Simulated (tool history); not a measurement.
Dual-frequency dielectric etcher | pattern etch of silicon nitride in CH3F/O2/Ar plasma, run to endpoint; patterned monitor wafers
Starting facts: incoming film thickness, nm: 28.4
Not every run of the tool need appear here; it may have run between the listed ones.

{"run": 1, "hour": 0.0, "source power (kW)": 0.52, "bias power (kW)": 0.095, "endpoint time (s)": 33.33}
{"run": 2, "hour": 1.6, "source power (kW)": 0.46, "bias power (kW)": 0.095, "endpoint time (s)": 34.986}
{"run": 3, "hour": 4.7, "source power (kW)": 0.46, "bias power (kW)": 0.11, "endpoint time (s)": 32.012}
{"run": 4, "hour": 9.2, "source power (kW)": 0.52, "bias power (kW)": 0.11, "endpoint time (s)": 30.792}
{"run": 5, "hour": 17.9, "source power (kW)": 0.49, "bias power (kW)": 0.106, "endpoint time (s)": 32.062}
{"run": 6, "hour": 24.9, "source power (kW)": 0.49, "bias power (kW)": 0.112, "endpoint time (s)": 31.028}
{"run": 7, "hour": 31.6, "source power (kW)": 0.47, "bias power (kW)": 0.108, "endpoint time (s)": 32.039}
{"run": 8, "hour": 38.7, "source power (kW)": 0.45, "bias power (kW)": 0.104, "endpoint time (s)": 33.51}
{"run": 9, "hour": 40.7, "source power (kW)": 0.45, "bias power (kW)": 0.104, "endpoint time (s)": 33.198}
{"run": 10, "hour": 46.1, "source power (kW)": 0.43, "bias power (kW)": 0.101, "endpoint time (s)": 34.484}
{"run": 11, "hour": 49.6, "source power (kW)": 0.41, "bias power (kW)": 0.099, "endpoint time (s)": 35.773}
{"run": 12, "hour": 51.6, "source power (kW)": 0.4, "bias power (kW)": 0.098, "endpoint time (s)": 36.082}

Run 13 has not been measured yet. What should we expect?
{"run": 13, "hour": 56.8, "source power (kW)": 0.39, "bias power (kW)": 0.097, "endpoint time (s)": "?"}

{"run 13": {"endpoint time (s)": 36.738}}
